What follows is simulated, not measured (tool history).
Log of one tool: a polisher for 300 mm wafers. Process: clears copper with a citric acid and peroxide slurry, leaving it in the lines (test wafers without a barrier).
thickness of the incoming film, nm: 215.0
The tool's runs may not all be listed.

| run | hour | flow of slurry (ml/min) | pressure of the wafer on the pad (kPa) | speed of the pad under the wafer (cm/s) | abrasive content of the slurry | overpolish time after the end point (s) | time until the end point was called (s) | dishing of a wide line in a test structure (angstrom) |
|---|---|---|---|---|---|---|---|---|
| 1 | 0.0 | 215 | 21.4 | 102 | 1.0 | 13 | 90.703 | 210.29 |
| 2 | 2.7 | 215 | 21.4 | 102 | 1.0 | 18 | 89.084 | 278.37 |
| 3 | 4.5 | 195 | 21.4 | 102 | 1.0 | 18 | 92.637 | 277.39 |
| 4 | 7.6 | 195 | 21.4 | 102 | 1.0 | 13 | 90.759 | 211.12 |
| 5 | 10.2 | 195 | 21.4 | 102 | 1.0 | 9 | 89.554 | 144.94 |
| 6 | 13.5 | 190 | 20.0 | 102 | 1.0 | 10 | 96.043 | 152.27 |
| 7 | 17.2 | 185 | 19.3 | 102 | 1.0 | 11 | 100.560 | 157.01 |
| 8 | 20.7 | 180 | 18.6 | 102 | 1.0 | 11 | 105.630 | 153.19 |

Forecast run 9:
| 9 | 26.3 | 175 | 17.9 | 102 | 1.0 | 11 | ? | ? |

{"run 9": {"time until the end point was called (s)": 107.74, "dishing of a wide line in a test structure (angstrom)": 150.1}}
